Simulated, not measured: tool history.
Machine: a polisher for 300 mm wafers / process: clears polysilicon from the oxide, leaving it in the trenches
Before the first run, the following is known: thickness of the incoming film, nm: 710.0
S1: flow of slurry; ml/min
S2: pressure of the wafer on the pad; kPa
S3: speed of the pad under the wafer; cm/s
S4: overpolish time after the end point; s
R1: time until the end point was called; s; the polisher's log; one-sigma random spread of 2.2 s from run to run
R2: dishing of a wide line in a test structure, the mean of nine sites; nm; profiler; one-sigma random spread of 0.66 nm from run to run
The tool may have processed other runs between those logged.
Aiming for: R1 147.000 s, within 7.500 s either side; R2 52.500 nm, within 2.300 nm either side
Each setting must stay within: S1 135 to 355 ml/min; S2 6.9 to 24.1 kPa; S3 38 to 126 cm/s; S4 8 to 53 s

{"run": 1, "hour": 0.0, "S1": 225, "S2": 15.2, "S3": 82, "S4": 27, "R1": 84.156, "R2": 58.207}
{"run": 2, "hour": 2.3, "S1": 225, "S2": 13.1, "S3": 82, "S4": 23, "R1": 97.325, "R2": 54.561}
{"run": 3, "hour": 4.9, "S1": 225, "S2": 11.7, "S3": 80, "S4": 25, "R1": 110.47, "R2": 56.192}
{"run": 4, "hour": 7.9, "S1": 225, "S2": 11.0, "S3": 80, "S4": 23, "R1": 115.71, "R2": 52.739}
{"hour": 12.6, "done": "slurry nozzle cleaned"}
{"run": 5, "hour": 12.6, "S1": 225, "S2": 11.0, "S3": 92, "S4": 23, "R1": 98.513, "R2": 55.819}
{"run": 6, "hour": 14.6, "S1": 225, "S2": 11.0, "S3": 112, "S4": 23, "R1": 81.497, "R2": 56.292}
{"run": 7, "hour": 22.6, "S1": 220, "S2": 10.3, "S3": 106, "S4": 23, "R1": 92.248, "R2": 56.235}
{"run": 8, "hour": 31.5, "S1": 215, "S2": 9.7, "S3": 102, "S4": 22, "R1": 103.81, "R2": 54.624}

Which single option among these 5 for the next run brings every result within its allowed miss of target? Just one does.
{"run": "A", "hour": 40.4, "S1": 200, "S2": 6.9, "S3": 82, "S4": 31, "R1": "?", "R2": "?"}
{"run": "B", "hour": 40.4, "S1": 140, "S2": 6.9, "S3": 94, "S4": 29, "R1": "?", "R2": "?"}
{"run": "C", "hour": 40.4, "S1": 150, "S2": 6.9, "S3": 90, "S4": 31, "R1": "?", "R2": "?"}
{"run": "D", "hour": 40.4, "S1": 210, "S2": 12.4, "S3": 112, "S4": 31, "R1": "?", "R2": "?"}
{"run": "E", "hour": 40.4, "S1": 170, "S2": 6.9, "S3": 104, "S4": 27, "R1": "?", "R2": "?"}

move=A R1=167.870 R2=51.084
move=B R1=159.620 R2=50.872
move=C R1=163.200 R2=51.438
move=D R1=73.165 R2=56.309
move=E R1=140.970 R2=51.540
A: pushes the last run's worst result past its target
B: pushes the last run's worst result past its target
C: pushes the last run's worst result past its target
D: misses by more than the last run did
E: hits every target within its allowed miss
Answer: E

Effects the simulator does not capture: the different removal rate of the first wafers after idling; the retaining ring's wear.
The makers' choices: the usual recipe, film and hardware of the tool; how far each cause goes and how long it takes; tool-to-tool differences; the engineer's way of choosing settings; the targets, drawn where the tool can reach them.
